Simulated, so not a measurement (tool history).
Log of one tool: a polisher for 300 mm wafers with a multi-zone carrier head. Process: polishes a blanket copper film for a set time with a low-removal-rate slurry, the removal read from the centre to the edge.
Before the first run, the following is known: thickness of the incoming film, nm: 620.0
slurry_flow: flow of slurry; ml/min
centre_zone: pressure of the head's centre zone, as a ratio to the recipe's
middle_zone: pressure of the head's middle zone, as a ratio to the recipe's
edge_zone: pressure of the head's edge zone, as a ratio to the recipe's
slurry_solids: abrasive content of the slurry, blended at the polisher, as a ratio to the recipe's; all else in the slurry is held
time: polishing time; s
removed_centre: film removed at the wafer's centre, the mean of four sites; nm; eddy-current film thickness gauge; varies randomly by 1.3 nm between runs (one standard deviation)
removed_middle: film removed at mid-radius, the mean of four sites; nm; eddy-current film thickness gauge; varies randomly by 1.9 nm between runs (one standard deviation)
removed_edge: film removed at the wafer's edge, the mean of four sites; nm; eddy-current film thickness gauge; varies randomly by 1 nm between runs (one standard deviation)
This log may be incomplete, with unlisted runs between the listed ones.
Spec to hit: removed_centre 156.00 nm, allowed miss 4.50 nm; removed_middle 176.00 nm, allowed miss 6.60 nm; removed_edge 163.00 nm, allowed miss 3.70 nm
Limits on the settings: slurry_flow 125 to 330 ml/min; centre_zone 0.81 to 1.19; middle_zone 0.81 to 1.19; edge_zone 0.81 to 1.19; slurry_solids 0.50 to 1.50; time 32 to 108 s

run 1 hour=0.0 | slurry_flow=210 centre_zone=1.00 middle_zone=1.00 edge_zone=1.00 slurry_solids=1.00 time=70 | removed_centre=143.56 removed_middle=136.69 removed_edge=140.85
run 2 hour=0.6 | slurry_flow=250 centre_zone=1.00 middle_zone=1.00 edge_zone=1.00 slurry_solids=1.00 time=70 | removed_centre=146.21 removed_middle=140.84 removed_edge=142.41
run 3 hour=9.0 | slurry_flow=250 centre_zone=1.00 middle_zone=0.96 edge_zone=1.00 slurry_solids=1.00 time=70 | removed_centre=145.26 removed_middle=136.54 removed_edge=142.73
run 4 hour=15.7 | slurry_flow=255 centre_zone=1.00 middle_zone=0.99 edge_zone=1.02 slurry_solids=1.05 time=70 | removed_centre=147.63 removed_middle=141.73 removed_edge=146.44
run 5 hour=18.9 | slurry_flow=255 centre_zone=1.00 middle_zone=0.99 edge_zone=1.02 slurry_solids=1.05 time=54 | removed_centre=114.74 removed_middle=111.63 removed_edge=114.42
run 6 hour=26.9 | slurry_flow=255 centre_zone=0.95 middle_zone=0.99 edge_zone=1.02 slurry_solids=1.05 time=54 | removed_centre=106.59 removed_middle=110.80 removed_edge=111.48
run 7 hour=35.3 | slurry_flow=260 centre_zone=0.96 middle_zone=1.02 edge_zone=1.04 slurry_solids=1.10 time=56 | removed_centre=116.71 removed_middle=120.47 removed_edge=120.02
run 8 hour=39.7 | slurry_flow=280 centre_zone=0.93 middle_zone=1.12 edge_zone=1.14 slurry_solids=1.35 time=63 | removed_centre=130.59 removed_middle=152.11 removed_edge=146.92
run 9 hour=42.5 | slurry_flow=285 centre_zone=0.94 middle_zone=1.13 edge_zone=1.14 slurry_solids=1.35 time=63 | removed_centre=133.17 removed_middle=151.89 removed_edge=147.34
run 10 hour=44.4 | slurry_flow=285 centre_zone=0.95 middle_zone=1.14 edge_zone=1.14 slurry_solids=1.35 time=64 | removed_centre=137.18 removed_middle=155.32 removed_edge=149.68
run 11 hour=52.5 | slurry_flow=290 centre_zone=0.95 middle_zone=1.15 edge_zone=1.14 slurry_solids=1.35 time=65 | removed_centre=140.57 removed_middle=162.26 removed_edge=152.19
run 12 hour=59.8 | slurry_flow=295 centre_zone=0.96 middle_zone=1.16 edge_zone=1.15 slurry_solids=1.35 time=65 | removed_centre=139.76 removed_middle=163.32 removed_edge=155.69
run 13 hour=65.1 | slurry_flow=300 centre_zone=0.97 middle_zone=1.16 edge_zone=1.15 slurry_solids=1.35 time=65 | removed_centre=142.92 removed_middle=159.28 removed_edge=153.79
run 14 hour=70.7 | slurry_flow=300 centre_zone=0.97 middle_zone=1.16 edge_zone=1.15 slurry_solids=1.35 time=65 | removed_centre=144.86 removed_middle=163.58 removed_edge=153.92
run 15 hour=72.5 | slurry_flow=300 centre_zone=0.97 middle_zone=1.16 edge_zone=1.15 slurry_solids=1.35 time=65 | removed_centre=143.49 removed_middle=161.35 removed_edge=153.32

Which single option among these 5 for the next run brings every result within its allowed miss of target? Just one does.
run A hour=74.3 | slurry_flow=300 centre_zone=0.98 middle_zone=1.19 edge_zone=1.15 slurry_solids=1.40 time=69 | removed_centre=? removed_middle=? removed_edge=?
run B hour=74.3 | slurry_flow=230 centre_zone=0.86 middle_zone=0.82 edge_zone=1.19 slurry_solids=1.10 time=75 | removed_centre=? removed_middle=? removed_edge=?
run C hour=74.3 | slurry_flow=325 centre_zone=0.98 middle_zone=1.14 edge_zone=1.19 slurry_solids=1.50 time=61 | removed_centre=? removed_middle=? removed_edge=?
run D hour=74.3 | slurry_flow=235 centre_zone=1.12 middle_zone=1.19 edge_zone=1.01 slurry_solids=1.50 time=65 | removed_centre=? removed_middle=? removed_edge=?
run E hour=74.3 | slurry_flow=270 centre_zone=1.00 middle_zone=1.04 edge_zone=1.19 slurry_solids=1.40 time=65 | removed_centre=? removed_middle=? removed_edge=?

move=A removed_centre=152.10 removed_middle=176.62 removed_edge=164.06
move=B removed_centre=132.93 removed_middle=130.70 removed_edge=169.53
move=C removed_centre=137.57 removed_middle=154.00 removed_edge=150.81
move=D removed_centre=161.36 removed_middle=164.18 removed_edge=143.94
move=E removed_centre=144.31 removed_middle=147.02 removed_edge=156.32
A: every result lands within tolerance
B: its largest miss is bigger than the last run's
C: its largest miss is bigger than the last run's
D: pushes the last run's worst result past its target
E: its largest miss is bigger than the last run's
A meets every target.
